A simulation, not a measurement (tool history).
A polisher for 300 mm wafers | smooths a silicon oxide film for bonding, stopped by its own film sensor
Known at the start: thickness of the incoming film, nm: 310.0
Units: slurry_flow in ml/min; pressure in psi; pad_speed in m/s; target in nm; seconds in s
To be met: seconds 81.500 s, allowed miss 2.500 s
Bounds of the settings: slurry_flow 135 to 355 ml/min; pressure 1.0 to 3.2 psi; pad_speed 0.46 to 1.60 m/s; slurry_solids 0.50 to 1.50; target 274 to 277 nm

run,day,slurry_flow,pressure,pad_speed,slurry_solids,target,seconds
1,0.000,225,2.1,1.02,1.00,274,56.065
2,0.058,225,2.1,0.84,1.00,274,65.411
3,0.146,270,2.1,0.84,1.00,274,64.863
4,0.242,270,2.0,0.84,1.00,274,67.836
5,0.575,270,2.0,0.84,1.20,274,59.789
6,0.862,270,2.0,0.84,1.00,274,67.026
7,0.975,270,1.9,0.84,1.00,274,70.631
8,1.138,270,1.7,0.84,1.00,274,78.826

4 next moves are on the table. One of them brings every result within its allowed miss. Which?
A,1.300,245,1.5,0.90,1.35,274,?
B,1.300,285,1.8,0.90,0.90,275,?
C,1.300,270,1.9,0.70,1.10,275,?
D,1.300,250,1.7,0.80,0.95,276,?

move,seconds
A,71.260
B,73.506
C,74.615
D,80.458
A: further off than the last run
B: further off than the last run
C: further off than the last run
D: meets every target
Answer: D
